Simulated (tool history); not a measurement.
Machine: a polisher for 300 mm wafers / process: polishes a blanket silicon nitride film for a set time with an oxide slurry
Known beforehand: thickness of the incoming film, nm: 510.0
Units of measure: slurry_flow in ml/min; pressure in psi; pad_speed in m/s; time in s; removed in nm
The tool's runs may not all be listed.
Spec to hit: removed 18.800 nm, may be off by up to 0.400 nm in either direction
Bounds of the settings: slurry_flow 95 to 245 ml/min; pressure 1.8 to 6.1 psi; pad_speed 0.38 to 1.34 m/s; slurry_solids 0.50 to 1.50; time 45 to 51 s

| run | day | slurry_flow | pressure | pad_speed | slurry_solids | time | removed |
|---|---|---|---|---|---|---|---|
| 1 | 0.000 | 155 | 3.9 | 0.86 | 1.00 | 51 | 28.145 |
| 2 | 0.375 | 155 | 3.9 | 0.70 | 1.00 | 51 | 23.588 |
| 3 | 0.471 | 145 | 3.7 | 0.70 | 1.00 | 51 | 22.347 |
| 4 | 0.671 | 140 | 3.5 | 0.70 | 1.00 | 51 | 21.234 |
| 5 | 0.967 | 115 | 3.5 | 0.70 | 1.00 | 51 | 20.161 |
| 6 | 1.117 | 115 | 4.4 | 0.70 | 1.00 | 51 | 25.313 |
| 7 | 1.229 | 110 | 4.1 | 0.70 | 1.00 | 51 | 23.729 |
| 8 | 1.417 | 105 | 3.8 | 0.70 | 1.00 | 51 | 21.743 |
| 9 | 1.479 | 105 | 3.8 | 0.70 | 1.00 | 51 | 22.126 |
| 10 | 1.683 | 100 | 3.1 | 0.70 | 1.00 | 51 | 17.951 |

5 candidate next runs follow, results not yet known. Just one meets every target within its allowed miss. Identify it.
| A | 1.888 | 95 | 3.4 | 0.66 | 1.05 | 48 | ? |
| B | 1.888 | 125 | 3.1 | 0.72 | 0.85 | 51 | ? |
| C | 1.888 | 105 | 3.4 | 0.66 | 0.90 | 51 | ? |
| D | 1.888 | 95 | 3.3 | 0.76 | 1.05 | 47 | ? |
| E | 1.888 | 105 | 3.2 | 0.78 | 1.00 | 50 | ? |

| move | removed |
|---|---|
| A | 17.816 |
| B | 17.608 |
| C | 17.947 |
| D | 18.974 |
| E | 19.913 |
A: its largest miss is bigger than the last run's
B: its largest miss is bigger than the last run's
C: about as far from the targets as the last run
D: every result lands within tolerance
E: pushes the last run's worst result past its target
D meets every target.

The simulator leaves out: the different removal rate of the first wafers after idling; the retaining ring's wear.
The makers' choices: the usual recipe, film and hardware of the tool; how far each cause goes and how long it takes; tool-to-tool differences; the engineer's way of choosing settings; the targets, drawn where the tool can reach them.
